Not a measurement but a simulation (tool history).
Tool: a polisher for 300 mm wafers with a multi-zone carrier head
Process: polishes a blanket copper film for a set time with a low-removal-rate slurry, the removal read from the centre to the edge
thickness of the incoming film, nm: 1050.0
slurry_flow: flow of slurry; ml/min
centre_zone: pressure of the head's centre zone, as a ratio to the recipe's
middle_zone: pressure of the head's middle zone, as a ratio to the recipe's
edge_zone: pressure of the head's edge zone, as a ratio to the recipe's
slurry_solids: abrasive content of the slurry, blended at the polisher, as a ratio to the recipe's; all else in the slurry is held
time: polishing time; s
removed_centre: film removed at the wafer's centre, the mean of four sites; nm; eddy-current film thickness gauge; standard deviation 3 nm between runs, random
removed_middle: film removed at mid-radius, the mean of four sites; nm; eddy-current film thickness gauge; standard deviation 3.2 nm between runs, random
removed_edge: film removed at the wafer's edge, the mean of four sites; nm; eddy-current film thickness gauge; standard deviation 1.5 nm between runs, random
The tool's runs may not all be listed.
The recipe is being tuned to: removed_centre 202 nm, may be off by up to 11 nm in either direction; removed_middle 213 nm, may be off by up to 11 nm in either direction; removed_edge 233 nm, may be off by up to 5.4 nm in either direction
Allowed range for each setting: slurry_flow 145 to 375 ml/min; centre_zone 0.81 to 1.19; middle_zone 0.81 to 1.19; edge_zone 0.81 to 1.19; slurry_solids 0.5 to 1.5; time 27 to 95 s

Run 1, hour 0: slurry_flow 240 ml/min, centre_zone 1, middle_zone 1, edge_zone 1, slurry_solids 1, time 61 s. Result: removed_centre 195.2 nm, removed_middle 188.6 nm, removed_edge 193.62 nm.
Run 2, hour 5.1: slurry_flow 240 ml/min, centre_zone 0.94, middle_zone 1, edge_zone 1, slurry_solids 1, time 61 s. Result: removed_centre 184.79 nm, removed_middle 188.03 nm, removed_edge 192.93 nm.
Run 3, hour 10.3: slurry_flow 245 ml/min, centre_zone 0.94, middle_zone 1, edge_zone 1.02, slurry_solids 1.05, time 61 s. Result: removed_centre 183.7 nm, removed_middle 193.89 nm, removed_edge 197.41 nm.
Run 4, hour 17.1: slurry_flow 245 ml/min, centre_zone 0.95, middle_zone 1, edge_zone 1.04, slurry_solids 1.05, time 61 s. Result: removed_centre 185.37 nm, removed_middle 191.41 nm, removed_edge 198.77 nm.
Run 5, hour 20.4: slurry_flow 245 ml/min, centre_zone 0.95, middle_zone 1.05, edge_zone 1.04, slurry_solids 1.05, time 61 s. Result: removed_centre 186.61 nm, removed_middle 200.5 nm, removed_edge 198.71 nm.
Run 6, hour 28.3: slurry_flow 250 ml/min, centre_zone 0.95, middle_zone 1.04, edge_zone 1.05, slurry_solids 1.1, time 61 s. Result: removed_centre 191.32 nm, removed_middle 200.82 nm, removed_edge 204.14 nm.
Run 7, hour 36.1: slurry_flow 255 ml/min, centre_zone 0.95, middle_zone 1.04, edge_zone 1.06, slurry_solids 1.1, time 61 s. Result: removed_centre 187.41 nm, removed_middle 204.28 nm, removed_edge 201.94 nm.
Run 8, hour 40.1: slurry_flow 250 ml/min, centre_zone 0.95, middle_zone 1.03, edge_zone 1.07, slurry_solids 1.15, time 61 s. Result: removed_centre 191.29 nm, removed_middle 202.34 nm, removed_edge 208.05 nm.
Run 9, hour 45.7: slurry_flow 250 ml/min, centre_zone 0.95, middle_zone 1.03, edge_zone 1.08, slurry_solids 1.15, time 61 s. Result: removed_centre 195.14 nm, removed_middle 199.46 nm, removed_edge 207.46 nm.
Run 10, hour 52.8: slurry_flow 255 ml/min, centre_zone 0.94, middle_zone 1.03, edge_zone 1.09, slurry_solids 1.15, time 61 s. Result: removed_centre 192.45 nm, removed_middle 204.9 nm, removed_edge 208.35 nm.
Run 11, hour 58.1: slurry_flow 255 ml/min, centre_zone 0.94, middle_zone 1.03, edge_zone 1.1, slurry_solids 1.2, time 61 s. Result: removed_centre 196.87 nm, removed_middle 206.7 nm, removed_edge 215.33 nm.
Run 12, hour 60.9: slurry_flow 255 ml/min, centre_zone 0.94, middle_zone 1.03, edge_zone 1.11, slurry_solids 1.2, time 61 s. Result: removed_centre 193.22 nm, removed_middle 209.52 nm, removed_edge 213.64 nm.
Run 13, hour 70: slurry_flow 255 ml/min, centre_zone 0.94, middle_zone 1.02, edge_zone 1.12, slurry_solids 1.2, time 61 s. Result: removed_centre 195.61 nm, removed_middle 202.97 nm, removed_edge 214.79 nm.
Run 14, hour 75.8: slurry_flow 255 ml/min, centre_zone 0.94, middle_zone 1.02, edge_zone 1.13, slurry_solids 1.2, time 61 s. Result: removed_centre 198.51 nm, removed_middle 210.2 nm, removed_edge 214.33 nm.

Next run, 5 choices. One meets every target within its allowed miss, the rest don't. Which?
Run A, hour 81.6: slurry_flow 315 ml/min, centre_zone 0.91, middle_zone 0.98, edge_zone 1.12, slurry_solids 1.45, time 62 s. Result: removed_centre ?, removed_middle ?, removed_edge ?.
Run B, hour 81.6: slurry_flow 300 ml/min, centre_zone 1.05, middle_zone 1.14, edge_zone 1.14, slurry_solids 0.75, time 71 s. Result: removed_centre ?, removed_middle ?, removed_edge ?.
Run C, hour 81.6: slurry_flow 285 ml/min, centre_zone 0.9, middle_zone 1.14, edge_zone 1.13, slurry_solids 0.95, time 70 s. Result: removed_centre ?, removed_middle ?, removed_edge ?.
Run D, hour 81.6: slurry_flow 260 ml/min, centre_zone 1.03, middle_zone 1.19, edge_zone 1.19, slurry_solids 0.6, time 68 s. Result: removed_centre ?, removed_middle ?, removed_edge ?.
Run E, hour 81.6: slurry_flow 220 ml/min, centre_zone 0.91, middle_zone 0.97, edge_zone 1.15, slurry_solids 1.45, time 65 s. Result: removed_centre ?, removed_middle ?, removed_edge ?.

move  removed_centre  removed_middle  removed_edge
   A           203.8          217.78        232.15
   B          226.81          234.38        225.34
   C          202.75          245.03        234.55
   D          198.35          216.08        206.05
   E          207.16           220.4        241.61
A: in spec on every target
B: moves toward the targets from the last run without getting all of them in spec
C: gets the furthest-off result to its target, but another result is out of tolerance
D: lands further from the targets than the last run did
E: the result that was furthest off in the last run now lies on the other side of its target
Answer: A
